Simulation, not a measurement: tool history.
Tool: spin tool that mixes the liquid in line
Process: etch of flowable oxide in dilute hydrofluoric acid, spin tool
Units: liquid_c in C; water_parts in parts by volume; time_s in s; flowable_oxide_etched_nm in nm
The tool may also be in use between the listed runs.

Run 1, hour 0: liquid_c 25 C, water_parts 265 parts by volume, time_s 80 s. Result: flowable_oxide_etched_nm 15.72 nm.
Run 2, hour 8.2: liquid_c 25 C, water_parts 300 parts by volume, time_s 80 s. Result: flowable_oxide_etched_nm 13.371 nm.
Run 3, hour 12.9: liquid_c 25 C, water_parts 300 parts by volume, time_s 90 s. Result: flowable_oxide_etched_nm 15.079 nm.
Run 4, hour 21.3: liquid_c 28 C, water_parts 300 parts by volume, time_s 90 s. Result: flowable_oxide_etched_nm 16.694 nm.
Run 5, hour 23.5: liquid_c 28 C, water_parts 300 parts by volume, time_s 90 s. Result: flowable_oxide_etched_nm 16.674 nm.
Run 6, hour 29.2: liquid_c 25 C, water_parts 310 parts by volume, time_s 90 s. Result: flowable_oxide_etched_nm 14.517 nm.
Run 7, hour 35.8: liquid_c 23 C, water_parts 315 parts by volume, time_s 90 s. Result: flowable_oxide_etched_nm 13.22 nm.
Run 8, hour 43.6: liquid_c 21.5 C, water_parts 315 parts by volume, time_s 90 s. Result: flowable_oxide_etched_nm 12.5 nm.
Run 9, hour 51.1: liquid_c 20.5 C, water_parts 315 parts by volume, time_s 90 s. Result: flowable_oxide_etched_nm 12.106 nm.
Run 10, hour 53.6: liquid_c 19.5 C, water_parts 315 parts by volume, time_s 90 s. Result: flowable_oxide_etched_nm 11.78 nm.
Run 11, hour 58.7: liquid_c 19 C, water_parts 315 parts by volume, time_s 90 s. Result: flowable_oxide_etched_nm 11.422 nm.
Run 12, hour 62.1: liquid_c 19 C, water_parts 315 parts by volume, time_s 90 s. Result: flowable_oxide_etched_nm 11.512 nm.
Run 13, hour 63.2: liquid_c 18.5 C, water_parts 315 parts by volume, time_s 90 s. Result: flowable_oxide_etched_nm 11.314 nm.

Run 14 comes next. What will it give?
Run 14, hour 64.1: liquid_c 18 C, water_parts 315 parts by volume, time_s 90 s. Result: flowable_oxide_etched_nm ?.

{"run 14": {"flowable_oxide_etched_nm": 11.032}}
